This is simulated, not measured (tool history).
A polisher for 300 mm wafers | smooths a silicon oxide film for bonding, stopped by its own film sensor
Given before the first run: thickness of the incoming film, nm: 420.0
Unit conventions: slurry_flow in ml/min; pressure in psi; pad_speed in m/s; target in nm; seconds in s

run 1 hour=0 | slurry_flow=280 pressure=1.8 pad_speed=1.04 slurry_solids=1 target=311 | seconds=147.37
run 2 hour=6 | slurry_flow=280 pressure=1.4 pad_speed=1.04 slurry_solids=1 target=311 | seconds=185.84
run 3 hour=11.6 | slurry_flow=280 pressure=1.4 pad_speed=1.04 slurry_solids=0.9 target=311 | seconds=202.58
run 4 hour=13.2 | slurry_flow=335 pressure=1.4 pad_speed=1.04 slurry_solids=0.9 target=311 | seconds=200.41
run 5 hour=16.7 | slurry_flow=335 pressure=1.4 pad_speed=1.18 slurry_solids=0.9 target=311 | seconds=180.36
run 6 hour=25.3 | slurry_flow=335 pressure=1.3 pad_speed=1.14 slurry_solids=0.9 target=311 | seconds=201.18
run 7 hour=31.2 | slurry_flow=335 pressure=1.2 pad_speed=1.12 slurry_solids=0.9 target=311 | seconds=219.47
run 8 hour=35 | slurry_flow=335 pressure=1.1 pad_speed=1.12 slurry_solids=0.9 target=311 | seconds=235.53

What does the tool deliver on the next run?
run 9 hour=41.1 | slurry_flow=330 pressure=0.8 pad_speed=1.06 slurry_solids=0.9 target=311 | seconds=?

{"run 9": {"seconds": 335.85}}
